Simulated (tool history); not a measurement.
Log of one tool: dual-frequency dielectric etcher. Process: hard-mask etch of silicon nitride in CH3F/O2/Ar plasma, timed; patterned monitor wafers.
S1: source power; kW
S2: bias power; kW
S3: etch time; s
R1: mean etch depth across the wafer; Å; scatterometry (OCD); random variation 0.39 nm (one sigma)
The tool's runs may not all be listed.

run 1 day=0 | S1=0.49 S2=0.092 S3=150 | R1=1285.6
run 2 day=0.046 | S1=0.49 S2=0.092 S3=150 | R1=1283.7
run 3 day=0.208 | S1=0.49 S2=0.092 S3=137 | R1=1169.4
run 4 day=0.488 | S1=0.49 S2=0.076 S3=137 | R1=1099.1
run 5 day=0.558 | S1=0.49 S2=0.088 S3=137 | R1=1150.1
run 6 day=0.875 | S1=0.46 S2=0.088 S3=137 | R1=1116.2
run 7 day=0.896 | S1=0.48 S2=0.088 S3=137 | R1=1137.4

Forecast run 8:
run 8 day=1.071 | S1=0.58 S2=0.092 S3=137 | R1=?

Run 8 gave R1 1294.5 Å.
